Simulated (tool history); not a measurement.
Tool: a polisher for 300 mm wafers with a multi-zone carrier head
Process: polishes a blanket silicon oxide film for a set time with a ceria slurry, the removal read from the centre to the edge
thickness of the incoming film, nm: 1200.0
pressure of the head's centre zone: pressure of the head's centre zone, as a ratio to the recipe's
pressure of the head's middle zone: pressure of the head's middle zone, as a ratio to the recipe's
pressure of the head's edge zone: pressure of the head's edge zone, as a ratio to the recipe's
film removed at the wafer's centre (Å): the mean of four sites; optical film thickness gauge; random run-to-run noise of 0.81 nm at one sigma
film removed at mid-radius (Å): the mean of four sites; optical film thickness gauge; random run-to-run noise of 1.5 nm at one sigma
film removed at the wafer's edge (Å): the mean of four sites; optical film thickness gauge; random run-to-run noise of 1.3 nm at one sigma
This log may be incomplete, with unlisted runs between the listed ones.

run,hour,flow of slurry (ml/min),pressure of the head's centre zone,pressure of the head's middle zone,pressure of the head's edge zone,polishing time (s),film removed at the wafer's centre (Å),film removed at mid-radius (Å),film removed at the wafer's edge (Å)
1,0,220,1,1,1,70,2441.7,2429.6,2392.1
2,8,265,1,1,1,70,2500.9,2436.4,2405.5
3,10.1,265,1,0.96,1,70,2507.5,2381.3,2437.6
4,16.4,230,0.98,0.95,0.95,60,2094.5,1981.4,2016.7
5,24.4,185,0.98,0.95,0.95,60,1990.7,1937.5,1942.6
6,31.4,185,0.98,0.95,0.95,52,1716.2,1662,1694.8
7,38.6,180,0.96,0.95,0.92,48,1556.9,1532.9,1524.4
8,41.9,180,0.93,0.94,0.89,46,1436.7,1450.8,1431.3

Predict the results of run 9:
9,42.8,175,0.92,0.93,0.87,45,?,?,?

Run 9 came out at film removed at the wafer's centre (Å) 1372.4, film removed at mid-radius (Å) 1396.2, film removed at the wafer's edge (Å) 1393.3.
